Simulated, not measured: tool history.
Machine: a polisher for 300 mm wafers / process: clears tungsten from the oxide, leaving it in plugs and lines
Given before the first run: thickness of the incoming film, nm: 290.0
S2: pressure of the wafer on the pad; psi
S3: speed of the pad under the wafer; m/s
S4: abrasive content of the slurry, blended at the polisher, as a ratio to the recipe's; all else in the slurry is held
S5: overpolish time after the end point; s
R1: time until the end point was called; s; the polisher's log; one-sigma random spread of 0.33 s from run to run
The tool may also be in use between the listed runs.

run 1 day=0 | flow_of_slurry_(ml/min)=275 S2=4.2 S3=1.22 S4=1 S5=38 | R1=62.545
run 2 day=0.029 | flow_of_slurry_(ml/min)=275 S2=4.9 S3=1.3 S4=1 S5=38 | R1=50.903
run 3 day=0.058 | flow_of_slurry_(ml/min)=275 S2=5.4 S3=1.38 S4=1 S5=38 | R1=44.101
run 4 day=0.121 | flow_of_slurry_(ml/min)=275 S2=5.8 S3=1.46 S4=1 S5=38 | R1=39.438
run 5 day=0.292 | flow_of_slurry_(ml/min)=275 S2=6 S3=1.54 S4=1 S5=38 | R1=35.657
run 6 day=0.562 | flow_of_slurry_(ml/min)=275 S2=6.2 S3=1.58 S4=1 S5=38 | R1=33.856
run 7 day=0.938 | flow_of_slurry_(ml/min)=275 S2=6.3 S3=1.62 S4=1 S5=38 | R1=32.338

Run 8 comes next. What will it give?
run 8 day=1.283 | flow_of_slurry_(ml/min)=275 S2=6.4 S3=1.66 S4=1 S5=38 | R1=?

{"run 8": {"R1": 30.739}}

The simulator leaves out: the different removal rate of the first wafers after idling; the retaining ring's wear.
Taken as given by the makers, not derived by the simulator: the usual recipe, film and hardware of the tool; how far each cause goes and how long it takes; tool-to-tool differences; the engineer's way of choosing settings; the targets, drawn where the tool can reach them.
